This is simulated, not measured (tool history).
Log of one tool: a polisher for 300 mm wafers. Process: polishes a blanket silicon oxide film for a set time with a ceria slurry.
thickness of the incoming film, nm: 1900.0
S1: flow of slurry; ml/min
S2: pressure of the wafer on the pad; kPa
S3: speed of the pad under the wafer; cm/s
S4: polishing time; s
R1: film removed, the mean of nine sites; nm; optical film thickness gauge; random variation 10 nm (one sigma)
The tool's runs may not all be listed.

run  hour   S1    S2   S3   S4      R1
  1     0  235  26.9  132  121  741.66
  2   5.7  240  30.3  132  121  814.46
  3  11.7  240  33.1  134  121  899.16
  4  17.1  240  29.6  134  121  816.51
  5    25  240  33.1  134  121  910.94
  6  31.7  240  33.1  134  127  938.76
     32.5  -- worn pad replaced by a new one
  7  32.5  255  40.7  136  127  1280.3
  8  39.2  250  40.7  136  127  1296.9

The next listed run, before its measurement:
  9  40.1  250  40  136  127   ?

{"run 9": {"R1": 1267}}

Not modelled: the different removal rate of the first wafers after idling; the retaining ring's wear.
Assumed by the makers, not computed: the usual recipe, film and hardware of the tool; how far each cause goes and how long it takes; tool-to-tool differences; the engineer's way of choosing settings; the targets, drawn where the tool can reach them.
